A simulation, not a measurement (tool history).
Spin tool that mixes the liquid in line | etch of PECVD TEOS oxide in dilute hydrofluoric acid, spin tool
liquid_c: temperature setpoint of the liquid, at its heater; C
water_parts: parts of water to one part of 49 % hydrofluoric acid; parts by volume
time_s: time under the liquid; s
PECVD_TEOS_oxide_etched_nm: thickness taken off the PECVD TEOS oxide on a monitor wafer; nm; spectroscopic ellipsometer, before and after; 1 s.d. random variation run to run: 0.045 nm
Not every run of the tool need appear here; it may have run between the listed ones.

run	day	liquid_c	water_parts	time_s	PECVD_TEOS_oxide_etched_nm
1	0	21	155	55	2.2718
2	0.312	23.5	155	55	2.532
3	0.412	24.5	145	55	2.8091
4	0.608	22.5	145	55	2.59
5	0.862	22.5	145	40	1.912
6	1.204	23.5	145	40	2.0101

Forecast run 7:
7	1.383	24	125	40	?

Run 7 gave PECVD_TEOS_oxide_etched_nm 2.3924 nm.
